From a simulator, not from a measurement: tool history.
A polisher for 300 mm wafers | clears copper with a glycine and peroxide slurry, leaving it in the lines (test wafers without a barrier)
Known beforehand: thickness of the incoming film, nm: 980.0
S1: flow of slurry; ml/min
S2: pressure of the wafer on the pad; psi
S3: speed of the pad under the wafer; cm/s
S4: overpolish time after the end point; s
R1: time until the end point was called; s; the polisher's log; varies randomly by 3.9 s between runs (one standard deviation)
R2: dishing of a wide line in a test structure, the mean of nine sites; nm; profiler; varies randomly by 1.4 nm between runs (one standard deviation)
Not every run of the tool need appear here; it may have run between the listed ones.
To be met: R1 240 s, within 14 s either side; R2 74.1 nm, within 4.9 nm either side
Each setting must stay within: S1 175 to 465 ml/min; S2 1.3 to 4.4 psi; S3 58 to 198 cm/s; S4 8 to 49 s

Run 1, hour 0: S1 295 ml/min, S2 2.8 psi, S3 128 cm/s, S4 25 s. Result: R1 159.49 s, R2 83.443 nm.
Run 2, hour 8: S1 270 ml/min, S2 2.8 psi, S3 128 cm/s, S4 25 s. Result: R1 161.85 s, R2 83.629 nm.
Run 3, hour 10.6: S1 270 ml/min, S2 2.6 psi, S3 126 cm/s, S4 26 s. Result: R1 170.44 s, R2 82.66 nm.
Run 4, hour 14: S1 270 ml/min, S2 2.4 psi, S3 124 cm/s, S4 27 s. Result: R1 182.13 s, R2 80.249 nm.
Run 5, hour 18.9: S1 270 ml/min, S2 2.4 psi, S3 124 cm/s, S4 21 s. Result: R1 187.42 s, R2 65.37 nm.
Run 6, hour 21.8: S1 270 ml/min, S2 2.4 psi, S3 112 cm/s, S4 21 s. Result: R1 210.11 s, R2 63.433 nm.
Run 7, hour 27.9: S1 270 ml/min, S2 2.3 psi, S3 110 cm/s, S4 23 s. Result: R1 222.03 s, R2 62.504 nm.
Run 8, hour 34.8: S1 270 ml/min, S2 2.3 psi, S3 108 cm/s, S4 25 s. Result: R1 216.96 s, R2 68.459 nm.
Run 9, hour 38.9: S1 270 ml/min, S2 2.2 psi, S3 106 cm/s, S4 26 s. Result: R1 228.4 s, R2 65.418 nm.

Which one of the following 5 next-run settings gets every result inside its allowed miss? There is exactly one.
Run A, hour 43: S1 240 ml/min, S2 2.1 psi, S3 94 cm/s, S4 21 s. Result: R1 ?, R2 ?.
Run B, hour 43: S1 335 ml/min, S2 2.2 psi, S3 128 cm/s, S4 19 s. Result: R1 ?, R2 ?.
Run C, hour 43: S1 240 ml/min, S2 2.4 psi, S3 96 cm/s, S4 21 s. Result: R1 ?, R2 ?.
Run D, hour 43: S1 300 ml/min, S2 2.1 psi, S3 106 cm/s, S4 22 s. Result: R1 ?, R2 ?.
Run E, hour 43: S1 355 ml/min, S2 3.1 psi, S3 70 cm/s, S4 31 s. Result: R1 ?, R2 ?.

move      R1      R2
   A  265.77  50.022
   B  195.84  58.497
   C  237.11  55.233
   D  238.08  56.488
   E  244.83   74.97
A: its largest miss is bigger than the last run's
B: its largest miss is bigger than the last run's
C: its largest miss is bigger than the last run's
D: its largest miss is bigger than the last run's
E: in spec on every target
Correct choice: E, which meets every target
